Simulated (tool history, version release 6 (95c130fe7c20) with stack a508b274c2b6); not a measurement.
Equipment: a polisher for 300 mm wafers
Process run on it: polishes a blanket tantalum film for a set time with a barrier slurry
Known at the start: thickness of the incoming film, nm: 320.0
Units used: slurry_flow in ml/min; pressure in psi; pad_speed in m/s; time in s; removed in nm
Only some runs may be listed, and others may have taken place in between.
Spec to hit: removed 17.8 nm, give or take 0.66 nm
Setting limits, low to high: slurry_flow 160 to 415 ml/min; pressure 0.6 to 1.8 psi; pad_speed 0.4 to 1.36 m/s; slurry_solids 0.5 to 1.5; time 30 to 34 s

run 1 day=0 | slurry_flow=265 pressure=1.2 pad_speed=0.88 slurry_solids=1 time=34 | removed=24.862
run 2 day=0.346 | slurry_flow=265 pressure=1.2 pad_speed=0.88 slurry_solids=1 time=34 | removed=25.013
run 3 day=0.588 | slurry_flow=265 pressure=1.1 pad_speed=0.88 slurry_solids=1 time=34 | removed=22.464
run 4 day=0.883 | slurry_flow=265 pressure=1 pad_speed=0.88 slurry_solids=1 time=34 | removed=20.682
run 5 day=0.962 | slurry_flow=240 pressure=1 pad_speed=0.88 slurry_solids=1 time=34 | removed=20.72
run 6 day=1.096 | slurry_flow=290 pressure=1 pad_speed=0.88 slurry_solids=1 time=34 | removed=20.907
run 7 day=1.229 | slurry_flow=290 pressure=0.9 pad_speed=0.88 slurry_solids=1 time=34 | removed=19.265
run 8 day=1.592 | slurry_flow=290 pressure=0.8 pad_speed=0.88 slurry_solids=1 time=34 | removed=16.928
run 9 day=1.721 | slurry_flow=290 pressure=0.9 pad_speed=0.88 slurry_solids=1 time=34 | removed=18.857
run 10 day=2.046 | slurry_flow=290 pressure=0.8 pad_speed=0.88 slurry_solids=1 time=34 | removed=16.79
run 11 day=2.358 | slurry_flow=290 pressure=0.9 pad_speed=0.88 slurry_solids=1 time=34 | removed=19.064
run 12 day=2.442 | slurry_flow=285 pressure=0.9 pad_speed=0.88 slurry_solids=1 time=34 | removed=18.652
run 13 day=2.538 | slurry_flow=270 pressure=0.8 pad_speed=0.88 slurry_solids=1 time=34 | removed=16.831
run 14 day=2.892 | slurry_flow=275 pressure=0.8 pad_speed=0.88 slurry_solids=1 time=34 | removed=16.923

Which single option among these 4 for the next run brings every result within its allowed miss of target? Just one does.
run A day=3.246 | slurry_flow=300 pressure=0.8 pad_speed=0.98 slurry_solids=1.05 time=32 | removed=?
run B day=3.246 | slurry_flow=330 pressure=0.9 pad_speed=0.72 slurry_solids=1.05 time=33 | removed=?
run C day=3.246 | slurry_flow=225 pressure=0.9 pad_speed=0.8 slurry_solids=0.8 time=34 | removed=?
run D day=3.246 | slurry_flow=290 pressure=0.8 pad_speed=0.82 slurry_solids=0.95 time=33 | removed=?

move=A removed=18.059
move=B removed=15.553
move=C removed=15.963
move=D removed=15.193
A: every result within its allowed miss
B: moves away from the targets compared with the last run
C: moves away from the targets compared with the last run
D: moves away from the targets compared with the last run
The move that meets every target is A.
